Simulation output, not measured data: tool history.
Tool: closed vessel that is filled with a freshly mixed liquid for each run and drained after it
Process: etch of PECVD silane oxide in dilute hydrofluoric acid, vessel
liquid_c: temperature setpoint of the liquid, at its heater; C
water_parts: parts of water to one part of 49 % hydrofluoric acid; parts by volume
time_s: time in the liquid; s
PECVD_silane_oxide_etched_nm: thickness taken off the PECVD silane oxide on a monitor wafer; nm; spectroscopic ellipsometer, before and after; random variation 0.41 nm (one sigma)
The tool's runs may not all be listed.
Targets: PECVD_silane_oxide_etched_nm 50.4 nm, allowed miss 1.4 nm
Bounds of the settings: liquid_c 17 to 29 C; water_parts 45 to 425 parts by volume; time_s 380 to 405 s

run	hour	liquid_c	water_parts	time_s	PECVD_silane_oxide_etched_nm
1	0	21	235	380	19.322
2	2.6	23.5	190	380	27.729
3	6.9	25	165	380	34.612
4	13	25	165	380	34.067
5	16	25	240	380	21.804
6	21.6	22	240	380	19.594
7	23.1	24	200	380	26.239
8	25.9	28	105	380	65.712
9	31.6	27	105	380	64.107
10	36.9	25.5	105	380	59.4
11	46.2	24	105	380	56.166
12	54.1	23	105	380	54.109

5 next moves are on the table. One of them brings every result within its allowed miss. Which?
A	62	22.5	115	380	?
B	62	24	125	380	?
C	62	25	115	400	?
D	62	26	120	395	?
E	62	22.5	110	385	?

move	PECVD_silane_oxide_etched_nm
A	47.551
B	45.865
C	55.218
D	53.975
E	50.66
A: takes the result that was furthest off past its target
B: takes the result that was furthest off past its target
C: further off than the last run
D: as far off as the last run
E: meets every target
Answer: E
